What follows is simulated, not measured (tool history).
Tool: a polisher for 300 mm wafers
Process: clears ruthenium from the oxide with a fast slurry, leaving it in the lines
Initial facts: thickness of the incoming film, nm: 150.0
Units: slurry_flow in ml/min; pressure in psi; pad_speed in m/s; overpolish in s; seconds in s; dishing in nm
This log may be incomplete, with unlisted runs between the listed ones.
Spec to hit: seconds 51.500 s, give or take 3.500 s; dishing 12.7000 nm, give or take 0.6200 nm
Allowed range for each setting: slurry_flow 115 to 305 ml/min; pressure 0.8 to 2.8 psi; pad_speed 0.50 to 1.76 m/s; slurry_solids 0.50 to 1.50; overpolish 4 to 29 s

| run | day | slurry_flow | pressure | pad_speed | slurry_solids | overpolish | seconds | dishing |
|---|---|---|---|---|---|---|---|---|
| 1 | 0.000 | 195 | 1.8 | 1.12 | 1.00 | 15 | 40.467 | 41.3740 |
| 2 | 0.096 | 195 | 1.7 | 1.02 | 1.00 | 12 | 47.485 | 30.7060 |
| 3 | 0.262 | 230 | 1.7 | 1.02 | 1.00 | 12 | 45.946 | 31.6260 |
| 4 | 0.542 | 230 | 1.7 | 1.02 | 1.20 | 12 | 41.405 | 34.4370 |
| 5 | 0.908 | 195 | 1.6 | 0.96 | 1.20 | 10 | 48.737 | 25.2080 |
| 6 | 0.962 | 195 | 1.6 | 0.96 | 1.35 | 10 | 45.970 | 26.6320 |
| 7 | 1.092 | 250 | 1.5 | 0.88 | 1.10 | 4 | 56.646 | 9.2889 |
| 8 | 1.354 | 235 | 1.6 | 0.88 | 1.10 | 4 | 53.841 | 9.8952 |
| 9 | 1.700 | 220 | 1.6 | 0.90 | 1.10 | 4 | 50.491 | 9.9241 |
| 10 | 1.942 | 220 | 1.6 | 0.92 | 1.15 | 4 | 51.663 | 10.1630 |
| 11 | 2.104 | 220 | 1.6 | 0.92 | 1.20 | 4 | 49.049 | 10.7960 |
| 12 | 2.154 | 220 | 1.6 | 0.92 | 1.25 | 4 | 50.521 | 10.8760 |
| 13 | 2.504 | 220 | 1.5 | 0.92 | 1.35 | 7 | 49.856 | 17.8160 |
| 14 | 2.621 | 220 | 1.6 | 0.88 | 1.30 | 7 | 49.918 | 17.4080 |

Pick the move, out of 5, that brings all results within their allowed miss; only one does.
| A | 2.738 | 205 | 1.5 | 0.86 | 1.40 | 9 | ? | ? |
| B | 2.738 | 225 | 1.6 | 0.86 | 1.20 | 12 | ? | ? |
| C | 2.738 | 210 | 2.1 | 0.66 | 1.40 | 8 | ? | ? |
| D | 2.738 | 230 | 1.7 | 0.90 | 1.30 | 5 | ? | ? |
| E | 2.738 | 275 | 1.2 | 1.08 | 1.40 | 5 | ? | ? |

| move | seconds | dishing |
|---|---|---|
| A | 52.949 | 21.2880 |
| B | 52.698 | 27.7540 |
| C | 49.050 | 20.4940 |
| D | 45.689 | 14.1070 |
| E | 50.836 | 12.7460 |
A: further off than the last run
B: further off than the last run
C: further off than the last run
D: closer than the last run, but not yet in spec
E: all results land within tolerance of their targets
Go with E: it meets all targets.

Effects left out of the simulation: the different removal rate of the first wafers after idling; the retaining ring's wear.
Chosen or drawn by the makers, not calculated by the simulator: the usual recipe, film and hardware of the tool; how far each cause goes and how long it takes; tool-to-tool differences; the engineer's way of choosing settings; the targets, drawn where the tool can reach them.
